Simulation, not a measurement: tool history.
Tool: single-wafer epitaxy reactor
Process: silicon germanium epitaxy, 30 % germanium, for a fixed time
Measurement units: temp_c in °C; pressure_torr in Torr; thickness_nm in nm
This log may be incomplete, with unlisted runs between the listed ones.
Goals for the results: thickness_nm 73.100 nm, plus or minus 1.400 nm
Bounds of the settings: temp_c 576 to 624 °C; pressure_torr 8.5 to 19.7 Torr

run	hour	temp_c	pressure_torr	thickness_nm
1	0.0	600	14.1	55.712
2	8.1	604	14.2	60.543
3	15.9	607	14.2	64.263
4	20.6	607	12.4	60.640
5	24.5	610	12.4	63.515
6	30.6	612	12.4	67.381
7	39.0	613	12.4	68.633
8	45.8	614	12.4	69.914
# hour 50.5: capacitance manometer re-zeroed and calibrated
9	50.5	615	12.4	69.652
10	52.8	616	12.4	70.526

Which one of the following 4 next-run settings gets every result inside its allowed miss? There is exactly one.
A	55.1	620	12.3	?
B	55.1	616	10.3	?
C	55.1	618	13.5	?
D	55.1	618	12.1	?

move	thickness_nm
A	75.681
B	64.942
C	75.586
D	72.248
A: carries the result that was furthest off beyond its target, to the other side
B: lands further from the targets than the last run did
C: carries the result that was furthest off beyond its target, to the other side
D: hits every target within its allowed miss
D meets every target.
